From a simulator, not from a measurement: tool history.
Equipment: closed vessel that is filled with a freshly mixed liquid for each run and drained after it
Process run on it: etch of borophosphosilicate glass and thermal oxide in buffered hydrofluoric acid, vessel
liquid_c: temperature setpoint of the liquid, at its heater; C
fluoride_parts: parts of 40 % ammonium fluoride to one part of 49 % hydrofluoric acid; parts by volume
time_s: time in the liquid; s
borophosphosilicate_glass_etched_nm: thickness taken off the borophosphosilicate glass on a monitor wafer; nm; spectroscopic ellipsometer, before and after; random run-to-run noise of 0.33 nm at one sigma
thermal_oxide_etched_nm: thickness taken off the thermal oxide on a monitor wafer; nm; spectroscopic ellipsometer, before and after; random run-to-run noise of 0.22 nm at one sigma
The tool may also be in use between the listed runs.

run    day  liquid_c  fluoride_parts  time_s  borophosphosilicate_glass_etched_nm  thermal_oxide_etched_nm
  1  0.000      21.0            10.0      60                               67.878                   53.963
  2  0.254      24.5            10.0      60                               82.220                   65.470
  3  0.642      22.5            10.0      60                               73.450                   58.491
  4  0.717      25.0            10.0      60                               84.816                   67.120
  5  0.954      22.0            10.0      60                               70.533                   56.792
  6  1.329      24.5            10.0      60                               81.677                   64.937

For run 7, what comes out?
  7  1.592      24.5            10.0      60                                    ?                        ?

Logged for run 7: borophosphosilicate_glass_etched_nm 82.232 nm, thermal_oxide_etched_nm 65.675 nm.
